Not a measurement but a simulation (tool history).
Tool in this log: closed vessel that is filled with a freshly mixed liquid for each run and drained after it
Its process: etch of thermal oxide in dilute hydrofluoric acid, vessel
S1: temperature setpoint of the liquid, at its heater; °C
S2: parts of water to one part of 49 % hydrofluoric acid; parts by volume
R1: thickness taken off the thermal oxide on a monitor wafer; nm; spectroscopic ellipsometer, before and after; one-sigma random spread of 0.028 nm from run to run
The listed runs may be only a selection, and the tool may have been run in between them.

Run 1, day 0.000: S1 21.0 °C, S2 295 parts by volume, time in the liquid (s) 1125. Result: R1 12.6940 nm.
Run 2, day 0.367: S1 20.0 °C, S2 315 parts by volume, time in the liquid (s) 1125. Result: R1 11.2890 nm.
Run 3, day 0.758: S1 20.0 °C, S2 210 parts by volume, time in the liquid (s) 1125. Result: R1 18.6530 nm.
Run 4, day 0.838: S1 20.0 °C, S2 275 parts by volume, time in the liquid (s) 1125. Result: R1 13.3980 nm.
Run 5, day 1.192: S1 20.0 °C, S2 190 parts by volume, time in the liquid (s) 1125. Result: R1 20.9770 nm.
Run 6, day 1.254: S1 20.0 °C, S2 190 parts by volume, time in the liquid (s) 1125. Result: R1 20.9750 nm.
Run 7, day 1.517: S1 19.5 °C, S2 230 parts by volume, time in the liquid (s) 1125. Result: R1 16.2450 nm.
Run 8, day 1.767: S1 17.0 °C, S2 350 parts by volume, time in the liquid (s) 1125. Result: R1 8.8268 nm.

Run 9 comes next. What will it give?
Run 9, day 2.046: S1 17.0 °C, S2 355 parts by volume, time in the liquid (s) 1125. Result: R1 ?.

Logged for run 9: R1 8.6891 nm.

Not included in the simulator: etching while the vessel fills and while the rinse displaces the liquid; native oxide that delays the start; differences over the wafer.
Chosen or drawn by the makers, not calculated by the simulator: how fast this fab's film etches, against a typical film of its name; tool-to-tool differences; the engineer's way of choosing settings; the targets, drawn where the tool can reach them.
